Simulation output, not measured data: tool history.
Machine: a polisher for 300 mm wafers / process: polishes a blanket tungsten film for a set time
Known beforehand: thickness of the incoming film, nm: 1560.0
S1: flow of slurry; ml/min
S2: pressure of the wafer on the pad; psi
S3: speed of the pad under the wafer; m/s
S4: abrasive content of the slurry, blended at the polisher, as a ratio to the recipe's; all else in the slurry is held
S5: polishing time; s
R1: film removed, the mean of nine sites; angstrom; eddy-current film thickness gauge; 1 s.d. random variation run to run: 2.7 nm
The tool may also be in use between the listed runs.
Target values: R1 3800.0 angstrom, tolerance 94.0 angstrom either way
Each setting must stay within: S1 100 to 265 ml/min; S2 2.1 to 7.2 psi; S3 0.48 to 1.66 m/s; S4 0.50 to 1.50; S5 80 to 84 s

run,day,S1,S2,S3,S4,S5,R1
1,0.000,170,4.6,1.06,1.00,80,5117.6
2,0.321,170,4.6,1.06,1.10,80,5143.0
3,0.475,165,4.3,1.06,1.10,80,4824.9
4,0.538,160,4.1,1.06,1.10,80,4504.0
5,0.650,150,4.0,1.06,1.10,80,4430.8
6,0.712,145,3.9,1.06,1.10,80,4231.1
7,0.742,140,3.8,1.06,1.10,80,4103.4
8,1.067,115,3.5,1.06,1.10,80,3651.3
9,1.408,115,3.5,1.06,1.10,80,3617.2
10,1.683,120,3.5,1.06,1.10,80,3640.7

Of the 4 settings listed for the next run, only one would bring every result within its allowed miss of target. Which one?
A,1.958,130,3.9,0.98,1.10,83,?
B,1.958,125,3.1,1.26,1.05,84,?
C,1.958,115,3.4,1.10,1.10,82,?
D,1.958,105,4.2,0.94,1.05,84,?

move,R1
A,4054.8
B,4128.7
C,3809.0
D,3971.0
A: carries the result that was furthest off beyond its target, to the other side
B: carries the result that was furthest off beyond its target, to the other side
C: in spec on every target
D: carries the result that was furthest off beyond its target, to the other side
The move that meets every target is C.
